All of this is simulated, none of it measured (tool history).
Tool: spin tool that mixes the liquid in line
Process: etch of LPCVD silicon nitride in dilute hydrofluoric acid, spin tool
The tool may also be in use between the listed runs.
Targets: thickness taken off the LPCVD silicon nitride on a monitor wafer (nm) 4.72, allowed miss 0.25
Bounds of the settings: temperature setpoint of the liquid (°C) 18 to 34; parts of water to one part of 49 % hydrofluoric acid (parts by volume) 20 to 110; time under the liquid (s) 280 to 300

| run | hour | temperature setpoint of the liquid (°C) | parts of water to one part of 49 % hydrofluoric acid (parts by volume) | time under the liquid (s) | thickness taken off the LPCVD silicon nitride on a monitor wafer (nm) |
|---|---|---|---|---|---|
| 1 | 0 | 26 | 60 | 280 | 2.6562 |
| 2 | 5.4 | 23.5 | 60 | 280 | 2.1719 |
| 3 | 7.9 | 23.5 | 80 | 280 | 1.6481 |
| 4 | 16.8 | 23.5 | 95 | 280 | 1.391 |
| 5 | 20.8 | 23.5 | 95 | 300 | 1.5334 |
| 6 | 26.8 | 26.5 | 85 | 300 | 1.996 |
| 7 | 29.7 | 28.5 | 75 | 300 | 2.6018 |
| 8 | 37.1 | 30 | 70 | 300 | 3.0079 |
| 9 | 46.2 | 31 | 65 | 300 | 3.5864 |

Which of these 4 next moves meets every target?
| A | 55.3 | 30 | 45 | 300 | ? |
| B | 55.3 | 29 | 75 | 300 | ? |
| C | 55.3 | 33.5 | 65 | 300 | ? |
| D | 55.3 | 27.5 | 40 | 280 | ? |

| move | thickness taken off the LPCVD silicon nitride on a monitor wafer (nm) |
|---|---|
| A | 4.8456 |
| B | 2.7373 |
| C | 4.197 |
| D | 4.312 |
A: meets every target
B: further off than the last run
C: nearer than the last run, and not there yet
D: nearer than the last run, and not there yet
Answer: A

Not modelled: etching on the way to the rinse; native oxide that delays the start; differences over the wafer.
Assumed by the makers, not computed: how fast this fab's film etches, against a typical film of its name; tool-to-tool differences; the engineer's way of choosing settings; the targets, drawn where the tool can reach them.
